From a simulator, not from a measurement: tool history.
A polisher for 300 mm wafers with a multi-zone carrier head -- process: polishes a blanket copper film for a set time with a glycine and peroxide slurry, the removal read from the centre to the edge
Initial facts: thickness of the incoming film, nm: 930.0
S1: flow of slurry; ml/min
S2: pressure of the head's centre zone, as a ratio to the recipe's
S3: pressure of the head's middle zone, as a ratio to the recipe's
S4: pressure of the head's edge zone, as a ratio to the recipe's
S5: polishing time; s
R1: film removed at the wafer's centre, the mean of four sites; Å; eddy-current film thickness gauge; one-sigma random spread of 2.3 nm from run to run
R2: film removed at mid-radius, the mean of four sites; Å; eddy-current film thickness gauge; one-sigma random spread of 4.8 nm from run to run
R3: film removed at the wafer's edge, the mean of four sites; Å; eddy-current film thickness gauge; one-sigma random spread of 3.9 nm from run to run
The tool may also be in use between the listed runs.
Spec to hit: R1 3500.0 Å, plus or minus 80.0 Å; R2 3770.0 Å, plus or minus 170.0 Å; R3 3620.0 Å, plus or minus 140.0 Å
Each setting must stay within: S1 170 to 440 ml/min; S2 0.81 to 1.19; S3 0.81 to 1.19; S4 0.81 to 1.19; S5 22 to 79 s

run 1 hour=0.0 | S1=280 S2=1.00 S3=1.00 S4=1.00 S5=50 | R1=3180.7 R2=3126.0 R3=3231.4
run 2 hour=4.9 | S1=280 S2=1.00 S3=0.95 S4=1.00 S5=50 | R1=3143.0 R2=3028.6 R3=3255.2
run 3 hour=6.7 | S1=280 S2=0.97 S3=0.95 S4=1.00 S5=50 | R1=3062.9 R2=3061.4 R3=3281.1
run 4 hour=13.2 | S1=295 S2=0.97 S3=1.00 S4=1.02 S5=51 | R1=3089.2 R2=3292.3 R3=3293.3
run 5 hour=19.8 | S1=300 S2=0.98 S3=1.01 S4=1.04 S5=52 | R1=3206.6 R2=3354.1 R3=3520.7
run 6 hour=28.0 | S1=310 S2=0.99 S3=1.04 S4=1.04 S5=52 | R1=3341.6 R2=3461.4 R3=3457.8
run 7 hour=29.6 | S1=325 S2=0.99 S3=1.05 S4=1.05 S5=52 | R1=3289.7 R2=3586.6 R3=3592.1
run 8 hour=35.9 | S1=335 S2=1.00 S3=1.06 S4=1.04 S5=52 | R1=3337.4 R2=3584.4 R3=3486.3
run 9 hour=36.5 | S1=340 S2=1.01 S3=1.07 S4=1.05 S5=52 | R1=3403.1 R2=3649.3 R3=3502.8

Consider the 4 candidate settings below. Which is the only one whose results all fall within their allowed miss of target?
run A hour=37.1 | S1=370 S2=0.96 S3=1.14 S4=0.97 S5=52 | R1=? R2=? R3=?
run B hour=37.1 | S1=240 S2=1.04 S3=1.15 S4=1.11 S5=54 | R1=? R2=? R3=?
run C hour=37.1 | S1=245 S2=0.97 S3=1.01 S4=1.02 S5=55 | R1=? R2=? R3=?
run D hour=37.1 | S1=330 S2=1.05 S3=1.03 S4=1.10 S5=52 | R1=? R2=? R3=?

move=A R1=3236.1 R2=3825.4 R3=3374.4
move=B R1=3459.3 R2=3816.4 R3=3611.8
move=C R1=3291.5 R2=3490.8 R3=3541.2
move=D R1=3499.7 R2=3469.7 R3=3566.2
A: its largest miss is bigger than the last run's
B: hits every target within its allowed miss
C: its largest miss is bigger than the last run's
D: meets the target for the result that was furthest off, but another lies outside its allowed miss
The right move is B.
